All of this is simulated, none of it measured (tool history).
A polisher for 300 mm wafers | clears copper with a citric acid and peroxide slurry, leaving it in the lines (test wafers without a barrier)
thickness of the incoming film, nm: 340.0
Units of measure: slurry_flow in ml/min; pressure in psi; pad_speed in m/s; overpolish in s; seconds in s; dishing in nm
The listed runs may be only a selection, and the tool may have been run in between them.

run 1 day=0.000 | slurry_flow=125 pressure=2.6 pad_speed=1.08 slurry_solids=1.00 overpolish=26 | seconds=211.50 dishing=34.154
run 2 day=0.058 | slurry_flow=125 pressure=2.2 pad_speed=1.08 slurry_solids=1.00 overpolish=26 | seconds=235.32 dishing=30.056
run 3 day=0.279 | slurry_flow=155 pressure=2.2 pad_speed=1.08 slurry_solids=1.00 overpolish=26 | seconds=226.68 dishing=31.605
run 4 day=0.496 | slurry_flow=165 pressure=2.2 pad_speed=1.08 slurry_solids=1.00 overpolish=26 | seconds=224.05 dishing=29.905
run 5 day=0.762 | slurry_flow=170 pressure=2.4 pad_speed=1.16 slurry_solids=1.00 overpolish=23 | seconds=195.56 dishing=31.226
run 6 day=0.838 | slurry_flow=170 pressure=2.4 pad_speed=1.16 slurry_solids=0.80 overpolish=23 | seconds=210.14 dishing=29.209
-- day=1.042 worn pad replaced by a new one
run 7 day=1.042 | slurry_flow=175 pressure=2.6 pad_speed=1.26 slurry_solids=0.75 overpolish=20 | seconds=167.52 dishing=31.629
run 8 day=1.271 | slurry_flow=180 pressure=2.7 pad_speed=1.30 slurry_solids=0.70 overpolish=18 | seconds=159.61 dishing=30.491
run 9 day=1.354 | slurry_flow=195 pressure=3.4 pad_speed=1.50 slurry_solids=0.50 overpolish=8 | seconds=127.94 dishing=17.437
run 10 day=1.679 | slurry_flow=195 pressure=3.5 pad_speed=1.52 slurry_solids=0.50 overpolish=8 | seconds=123.21 dishing=17.816
run 11 day=1.875 | slurry_flow=195 pressure=3.6 pad_speed=1.54 slurry_solids=0.50 overpolish=8 | seconds=122.43 dishing=18.382
run 12 day=2.033 | slurry_flow=195 pressure=3.7 pad_speed=1.56 slurry_solids=0.50 overpolish=8 | seconds=117.25 dishing=18.517
run 13 day=2.175 | slurry_flow=195 pressure=4.0 pad_speed=1.64 slurry_solids=0.50 overpolish=10 | seconds=105.53 dishing=25.742

Run 14, settings as shown, results not yet in. Your forecast:
run 14 day=2.408 | slurry_flow=195 pressure=4.0 pad_speed=1.66 slurry_solids=0.50 overpolish=9 | seconds=? dishing=?

seconds: 104.63 s
dishing: 24.026 nm
